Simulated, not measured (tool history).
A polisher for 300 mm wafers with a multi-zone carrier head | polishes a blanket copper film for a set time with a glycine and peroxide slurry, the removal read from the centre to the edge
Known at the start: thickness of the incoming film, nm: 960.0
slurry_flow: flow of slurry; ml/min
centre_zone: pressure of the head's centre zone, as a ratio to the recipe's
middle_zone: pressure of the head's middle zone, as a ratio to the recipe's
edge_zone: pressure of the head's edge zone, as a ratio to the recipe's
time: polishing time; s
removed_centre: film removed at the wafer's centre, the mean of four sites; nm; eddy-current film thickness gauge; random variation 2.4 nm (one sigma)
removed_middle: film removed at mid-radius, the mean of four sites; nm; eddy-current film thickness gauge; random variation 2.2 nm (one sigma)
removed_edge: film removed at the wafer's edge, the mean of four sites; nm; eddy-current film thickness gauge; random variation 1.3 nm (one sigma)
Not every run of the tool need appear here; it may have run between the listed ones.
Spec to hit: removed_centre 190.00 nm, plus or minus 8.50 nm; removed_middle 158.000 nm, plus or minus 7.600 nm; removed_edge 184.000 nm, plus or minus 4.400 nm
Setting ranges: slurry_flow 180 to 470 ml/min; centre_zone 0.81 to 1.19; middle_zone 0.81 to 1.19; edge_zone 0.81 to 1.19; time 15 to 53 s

run	hour	slurry_flow	centre_zone	middle_zone	edge_zone	time	removed_centre	removed_middle	removed_edge
1	0.0	300	1.00	1.00	1.00	34	116.03	117.280	120.760
2	6.9	330	1.00	1.00	1.00	34	117.73	117.510	122.050
3	10.7	330	1.00	1.00	1.00	29	102.82	97.180	102.560
4	14.0	330	1.00	1.00	0.94	29	100.56	99.245	99.944
5	21.8	340	1.03	0.99	0.98	32	111.45	108.070	113.310
6	28.2	340	1.03	0.99	0.92	32	116.88	110.250	109.600
7	33.7	350	1.06	0.98	0.96	35	129.73	118.120	122.700
8	36.8	375	1.16	0.98	1.06	45	185.59	150.780	165.030
# hour 42.7: worn pad replaced by a new one
9	42.7	375	1.15	0.98	1.08	46	195.64	167.820	181.060

Consider the 5 candidate settings below. Which is the only one whose results all fall within their allowed miss of target?
A	48.6	385	1.11	0.90	1.12	46	?	?	?
B	48.6	385	1.13	1.13	1.04	48	?	?	?
C	48.6	405	1.12	1.10	1.04	45	?	?	?
D	48.6	360	1.07	1.04	0.97	48	?	?	?
E	48.6	380	1.14	1.09	1.00	49	?	?	?

move	removed_centre	removed_middle	removed_edge
A	192.10	157.280	183.890
B	204.35	192.000	184.430
C	190.63	177.260	173.460
D	192.20	180.210	177.760
E	210.19	190.860	184.640
A: every result within its allowed miss
B: misses by more than the last run did
C: misses by more than the last run did
D: misses by more than the last run did
E: misses by more than the last run did
Correct choice: A, which meets every target

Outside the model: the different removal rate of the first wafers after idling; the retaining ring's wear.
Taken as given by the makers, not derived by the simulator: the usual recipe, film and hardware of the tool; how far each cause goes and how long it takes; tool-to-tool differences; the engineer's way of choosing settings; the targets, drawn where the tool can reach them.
